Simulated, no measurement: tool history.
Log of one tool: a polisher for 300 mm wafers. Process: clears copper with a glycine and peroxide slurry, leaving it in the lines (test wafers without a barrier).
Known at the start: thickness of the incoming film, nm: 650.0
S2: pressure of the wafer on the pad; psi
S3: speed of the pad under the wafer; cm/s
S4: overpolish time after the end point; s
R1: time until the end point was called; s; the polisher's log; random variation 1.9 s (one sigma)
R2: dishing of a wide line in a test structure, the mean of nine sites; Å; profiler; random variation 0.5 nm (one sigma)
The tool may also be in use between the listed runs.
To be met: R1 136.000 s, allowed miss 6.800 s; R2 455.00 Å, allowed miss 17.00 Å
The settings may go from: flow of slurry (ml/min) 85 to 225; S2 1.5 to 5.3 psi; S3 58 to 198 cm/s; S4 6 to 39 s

{"run": 1, "day": 0.0, "flow of slurry (ml/min)": 145, "S2": 3.4, "S3": 128, "S4": 20, "R1": 80.125, "R2": 835.65}
{"run": 2, "day": 0.146, "flow of slurry (ml/min)": 170, "S2": 3.4, "S3": 128, "S4": 20, "R1": 77.25, "R2": 852.6}
{"run": 3, "day": 0.467, "flow of slurry (ml/min)": 170, "S2": 3.1, "S3": 126, "S4": 19, "R1": 83.44, "R2": 768.42}
{"run": 4, "day": 0.529, "flow of slurry (ml/min)": 170, "S2": 3.1, "S3": 144, "S4": 19, "R1": 73.661, "R2": 815.51}
{"run": 5, "day": 0.767, "flow of slurry (ml/min)": 170, "S2": 3.1, "S3": 128, "S4": 19, "R1": 83.891, "R2": 752.45}
{"run": 6, "day": 1.033, "flow of slurry (ml/min)": 170, "S2": 2.9, "S3": 128, "S4": 19, "R1": 86.674, "R2": 724.66}
{"run": 7, "day": 1.283, "flow of slurry (ml/min)": 170, "S2": 2.7, "S3": 126, "S4": 19, "R1": 95.353, "R2": 701.53}
{"run": 8, "day": 1.404, "flow of slurry (ml/min)": 175, "S2": 1.7, "S3": 120, "S4": 10, "R1": 147.14, "R2": 292.34}
{"run": 9, "day": 1.471, "flow of slurry (ml/min)": 140, "S2": 2.3, "S3": 102, "S4": 18, "R1": 136.93, "R2": 520.57}
{"run": 10, "day": 1.675, "flow of slurry (ml/min)": 140, "S2": 2.3, "S3": 104, "S4": 18, "R1": 130.92, "R2": 506.99}
{"run": 11, "day": 1.696, "flow of slurry (ml/min)": 135, "S2": 2.2, "S3": 106, "S4": 17, "R1": 134.2, "R2": 484.8}

5 next moves are on the table. One of them brings every result within its allowed miss. Which?
{"run": "A", "day": 1.717, "flow of slurry (ml/min)": 90, "S2": 2.0, "S3": 126, "S4": 18, "R1": "?", "R2": "?"}
{"run": "B", "day": 1.717, "flow of slurry (ml/min)": 125, "S2": 1.8, "S3": 140, "S4": 14, "R1": "?", "R2": "?"}
{"run": "C", "day": 1.717, "flow of slurry (ml/min)": 105, "S2": 2.3, "S3": 106, "S4": 16, "R1": "?", "R2": "?"}
{"run": "D", "day": 1.717, "flow of slurry (ml/min)": 140, "S2": 2.4, "S3": 98, "S4": 18, "R1": "?", "R2": "?"}
{"run": "E", "day": 1.717, "flow of slurry (ml/min)": 135, "S2": 2.0, "S3": 110, "S4": 20, "R1": "?", "R2": "?"}

move=A R1=135.360 R2=493.36
move=B R1=126.600 R2=422.34
move=C R1=134.470 R2=458.12
move=D R1=131.210 R2=515.63
move=E R1=139.200 R2=526.09
A: further off than the last run
B: takes the result that was furthest off past its target
C: meets every target
D: further off than the last run
E: further off than the last run
Answer: C
